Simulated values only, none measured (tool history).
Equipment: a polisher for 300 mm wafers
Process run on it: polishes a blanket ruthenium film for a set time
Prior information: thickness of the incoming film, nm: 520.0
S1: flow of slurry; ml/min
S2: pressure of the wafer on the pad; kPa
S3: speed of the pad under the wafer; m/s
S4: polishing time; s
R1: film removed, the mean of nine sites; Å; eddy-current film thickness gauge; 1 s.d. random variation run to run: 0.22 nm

Run 1, hour 0: S1 225 ml/min, S2 10.3 kPa, S3 0.76 m/s, S4 24 s. Result: R1 143.3 Å.
Run 2, hour 1.5: S1 230 ml/min, S2 11 kPa, S3 0.76 m/s, S4 24 s. Result: R1 153.92 Å.
Run 3, hour 7.1: S1 230 ml/min, S2 13.1 kPa, S3 0.76 m/s, S4 24 s. Result: R1 173.96 Å.
Run 4, hour 10.4: S1 205 ml/min, S2 13.1 kPa, S3 0.76 m/s, S4 24 s. Result: R1 176.82 Å.
Run 5, hour 16.7: S1 205 ml/min, S2 13.1 kPa, S3 0.9 m/s, S4 24 s. Result: R1 204.98 Å.
Run 6, hour 20.8: S1 205 ml/min, S2 13.1 kPa, S3 0.98 m/s, S4 24 s. Result: R1 222.35 Å.

Predict the results of run 7:
Run 7, hour 29.6: S1 205 ml/min, S2 13.8 kPa, S3 0.98 m/s, S4 24 s. Result: R1 ?.

R1: 229.37 Å

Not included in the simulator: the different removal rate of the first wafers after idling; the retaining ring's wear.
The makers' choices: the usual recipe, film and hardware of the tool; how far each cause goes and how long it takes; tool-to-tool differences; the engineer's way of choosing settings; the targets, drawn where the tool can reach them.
